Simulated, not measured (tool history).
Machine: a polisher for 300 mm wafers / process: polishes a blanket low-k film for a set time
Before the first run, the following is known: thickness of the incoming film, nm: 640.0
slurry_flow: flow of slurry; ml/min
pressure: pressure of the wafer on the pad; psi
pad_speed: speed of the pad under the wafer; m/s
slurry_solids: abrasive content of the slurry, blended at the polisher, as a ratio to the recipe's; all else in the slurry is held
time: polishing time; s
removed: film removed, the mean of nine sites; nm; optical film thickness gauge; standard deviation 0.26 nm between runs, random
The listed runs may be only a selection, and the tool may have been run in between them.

run,hour,slurry_flow,pressure,pad_speed,slurry_solids,time,removed
1,0,225,1.7,0.92,1,49,14.289
2,4.7,225,1.8,0.92,1,49,15.329
3,12.1,225,1.8,0.92,1,44,13.33
4,15.6,225,1.9,0.92,1,44,13.852
5,23.2,225,2,0.94,1,44,15.269
6,30.7,225,2,1.1,1,44,16.82

What will run 7 give?
7,39.6,225,2.1,1.1,1,44,?

removed: 17.493 nm
